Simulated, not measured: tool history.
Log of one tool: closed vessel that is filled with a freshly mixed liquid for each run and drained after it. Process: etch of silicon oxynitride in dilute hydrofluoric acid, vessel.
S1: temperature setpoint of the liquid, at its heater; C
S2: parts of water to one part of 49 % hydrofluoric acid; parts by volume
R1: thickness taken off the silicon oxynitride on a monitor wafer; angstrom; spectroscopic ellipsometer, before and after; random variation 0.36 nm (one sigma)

run 1 hour=0 | S1=25 S2=115 time_in_the_liquid_(s)=1000 | R1=304.05
run 2 hour=6.9 | S1=23 S2=115 time_in_the_liquid_(s)=1000 | R1=274.05
run 3 hour=14.6 | S1=23 S2=85 time_in_the_liquid_(s)=1000 | R1=379.29
run 4 hour=18.5 | S1=23 S2=85 time_in_the_liquid_(s)=1080 | R1=412.23
run 5 hour=23.3 | S1=23 S2=45 time_in_the_liquid_(s)=1080 | R1=800.1
run 6 hour=25.5 | S1=22 S2=45 time_in_the_liquid_(s)=1080 | R1=768.44
run 7 hour=29.6 | S1=21 S2=50 time_in_the_liquid_(s)=1080 | R1=656.35

The next listed run, before its measurement:
run 8 hour=35.1 | S1=20.5 S2=50 time_in_the_liquid_(s)=1080 | R1=?

{"run 8": {"R1": 645.47}}

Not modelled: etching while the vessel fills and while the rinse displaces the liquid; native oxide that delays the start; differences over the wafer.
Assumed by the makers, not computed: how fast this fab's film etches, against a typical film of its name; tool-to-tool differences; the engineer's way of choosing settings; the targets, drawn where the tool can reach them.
